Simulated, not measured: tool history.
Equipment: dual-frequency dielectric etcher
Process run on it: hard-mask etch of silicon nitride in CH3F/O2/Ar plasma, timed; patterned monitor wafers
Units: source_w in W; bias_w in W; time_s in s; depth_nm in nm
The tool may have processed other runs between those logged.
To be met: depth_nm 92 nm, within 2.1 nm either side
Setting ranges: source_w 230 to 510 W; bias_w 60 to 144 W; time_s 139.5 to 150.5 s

run  hour  source_w  bias_w  time_s  depth_nm
  1     0       370     102   150.5     115.1
  2   3.9       370      86   150.5    108.55
  3   8.4       370      92   150.5    110.71
  4    15       330      92   150.5    106.85
  5  16.6       330      82   150.5    101.62
  6    21       330      92   150.5    106.75
  7  29.2       310      87   149.5     101.2
  8  36.3       290      85   149.5    98.239
  9    42       280      84   149.5    96.438
 10    48       270      83   149.5    95.854

Next run, 5 choices. One meets every target within its allowed miss, the rest don't. Which?
  A    54       260      88   150.5         ?
  B    54       390      63   150.5         ?
  C    54       280      72   150.5         ?
  D    54       290      88     147         ?
  E    54       260      94     147         ?

move  depth_nm
   A    96.585
   B    96.875
   C    91.251
   D    97.722
   E    96.916
A: lands further from the targets than the last run did
B: lands further from the targets than the last run did
C: meets every target
D: lands further from the targets than the last run did
E: lands further from the targets than the last run did
C is the move that brings every result within its allowed miss.
